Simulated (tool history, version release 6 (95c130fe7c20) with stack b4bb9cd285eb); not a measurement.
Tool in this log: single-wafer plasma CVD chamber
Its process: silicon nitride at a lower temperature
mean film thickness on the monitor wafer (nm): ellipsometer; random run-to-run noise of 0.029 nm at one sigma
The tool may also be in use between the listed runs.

run    day  heater temperature setpoint (deg C)  chamber pressure (mTorr)  RF power (kW)  deposition time (s)  mean film thickness on the monitor wafer (nm)
  1  0.000                                  355                      1620          0.290                 10.0                                        10.7780
  2  0.125                                  355                      1520          0.280                 10.0                                        10.3160
  3  0.183                                  355                      1280          0.280                 10.0                                         9.9251
  4  0.375                                  355                      1550          0.280                 10.0                                        10.3130
  5  0.629                                  349                      1550          0.280                 10.0                                        10.2760
  6  0.767                                  356                      1550          0.280                 10.0                                        10.3360

For run 7, what comes out?
  7  1.029                                  356                      1470          0.270                 10.0                                              ?

Logged for run 7: mean film thickness on the monitor wafer (nm) 9.8641.
